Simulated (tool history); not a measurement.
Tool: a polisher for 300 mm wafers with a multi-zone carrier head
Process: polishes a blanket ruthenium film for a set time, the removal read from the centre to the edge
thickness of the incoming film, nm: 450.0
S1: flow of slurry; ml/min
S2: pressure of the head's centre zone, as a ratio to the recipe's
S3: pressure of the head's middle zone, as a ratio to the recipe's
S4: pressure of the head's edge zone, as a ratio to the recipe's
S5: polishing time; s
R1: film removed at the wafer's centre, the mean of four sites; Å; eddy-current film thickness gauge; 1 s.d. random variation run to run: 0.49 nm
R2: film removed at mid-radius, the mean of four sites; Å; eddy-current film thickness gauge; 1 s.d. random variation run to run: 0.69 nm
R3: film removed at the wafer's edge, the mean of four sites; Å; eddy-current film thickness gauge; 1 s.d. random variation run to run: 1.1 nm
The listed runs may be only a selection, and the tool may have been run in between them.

run,hour,S1,S2,S3,S4,S5,R1,R2,R3
1,0.0,315,1.00,1.00,1.00,34,548.86,539.13,550.57
2,7.7,315,1.00,1.09,1.00,34,554.01,589.05,548.66
3,15.4,315,1.00,1.09,1.04,34,545.12,593.63,554.09
4,23.9,285,1.00,1.09,1.04,34,546.39,576.73,554.01
5,29.1,285,1.00,1.02,1.04,34,546.54,539.97,555.16
6,32.0,285,1.00,1.05,1.04,34,543.52,564.68,556.01

What does the tool deliver on the next run?
7,34.5,280,1.00,1.05,1.05,35,?,?,?

Run 7 came out at R1 561.66 Å, R2 585.75 Å, R3 583.68 Å.
